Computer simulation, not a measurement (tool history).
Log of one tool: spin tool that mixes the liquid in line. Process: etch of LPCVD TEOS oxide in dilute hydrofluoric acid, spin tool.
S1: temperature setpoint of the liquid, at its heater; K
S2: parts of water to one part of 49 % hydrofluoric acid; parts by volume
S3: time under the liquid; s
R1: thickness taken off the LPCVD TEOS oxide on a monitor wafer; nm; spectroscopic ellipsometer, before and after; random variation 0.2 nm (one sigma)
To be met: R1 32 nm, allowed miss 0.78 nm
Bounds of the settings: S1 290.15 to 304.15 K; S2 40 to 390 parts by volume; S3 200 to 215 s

run,hour,S1,S2,S3,R1
1,0,296.15,215,200,44.158
2,4.5,296.15,255,200,35.55
3,6.6,295.65,255,200,34.989
4,12.9,295.15,255,200,33.747
5,18.8,295.15,255,200,34.432
6,20.2,295.15,255,215,37.159
7,26.7,294.65,255,215,36.12
8,34.4,294.15,255,215,35.636
9,35.7,293.65,255,215,34.915
10,44.1,293.15,255,215,34.356
11,47.4,292.65,255,215,33.676
12,48.9,292.15,255,215,32.667

Which of these 4 next moves meets every target?
A,50.4,294.15,260,200,?
B,50.4,294.15,250,200,?
C,50.4,293.65,255,210,?
D,50.4,291.15,245,215,?

move,R1
A,32.15
B,33.755
C,33.947
D,33.211
A: meets every target
B: further off than the last run
C: further off than the last run
D: further off than the last run
Answer: A

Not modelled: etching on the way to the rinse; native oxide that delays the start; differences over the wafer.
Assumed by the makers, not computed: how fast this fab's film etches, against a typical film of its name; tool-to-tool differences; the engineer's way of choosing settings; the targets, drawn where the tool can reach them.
